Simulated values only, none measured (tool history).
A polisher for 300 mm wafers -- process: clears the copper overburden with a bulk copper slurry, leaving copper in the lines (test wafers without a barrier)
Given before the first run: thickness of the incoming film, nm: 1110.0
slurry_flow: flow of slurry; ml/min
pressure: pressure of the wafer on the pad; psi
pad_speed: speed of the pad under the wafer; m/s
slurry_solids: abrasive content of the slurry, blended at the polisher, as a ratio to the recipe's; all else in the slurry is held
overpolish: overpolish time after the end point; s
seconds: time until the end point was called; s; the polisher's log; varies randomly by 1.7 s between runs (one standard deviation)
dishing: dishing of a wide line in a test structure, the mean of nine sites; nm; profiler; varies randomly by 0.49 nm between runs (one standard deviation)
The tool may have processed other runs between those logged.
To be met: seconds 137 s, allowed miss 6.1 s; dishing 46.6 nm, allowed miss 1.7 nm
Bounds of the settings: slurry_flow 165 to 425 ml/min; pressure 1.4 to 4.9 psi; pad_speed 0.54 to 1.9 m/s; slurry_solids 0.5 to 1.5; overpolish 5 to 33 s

run	hour	slurry_flow	pressure	pad_speed	slurry_solids	overpolish	seconds	dishing
1	0	275	3.1	1.22	1	17	88.516	62.188
2	3.9	275	3.1	1.22	1	22	92.813	66.656
3	10.4	275	3.1	1.48	1	22	78.885	67.351
4	16.1	275	3.1	1.48	1.2	22	76.576	68.083
5	23.4	270	2.5	1.44	1.2	18	93.933	60.656
6	25.5	270	2.1	1.4	1.2	15	116.82	52.482
7	31.2	270	2	1.4	1.2	14	120.56	50.483
8	32	270	2	1.4	1.2	14	118.55	50.773
9	40.1	270	1.9	1.4	1.2	14	125.13	49.034

Which one of the following 5 next-run settings gets every result inside its allowed miss? There is exactly one.
A	48.2	270	1.9	1.3	1.1	18	?	?
B	48.2	280	1.9	1.42	1.15	16	?	?
C	48.2	280	1.6	1.54	1.15	15	?	?
D	48.2	400	1.9	1.04	1.1	15	?	?
E	48.2	255	2	1.32	1.45	14	?	?

move	seconds	dishing
A	138.26	51.246
B	127.26	50.608
C	140.51	46.18
D	157.58	44.992
E	122.54	49.147
A: meets the target for the result that was furthest off, but another lies outside its allowed miss
B: moves away from the targets compared with the last run
C: hits every target within its allowed miss
D: the result that was furthest off in the last run now lies on the other side of its target
E: moves away from the targets compared with the last run
The right move is C.
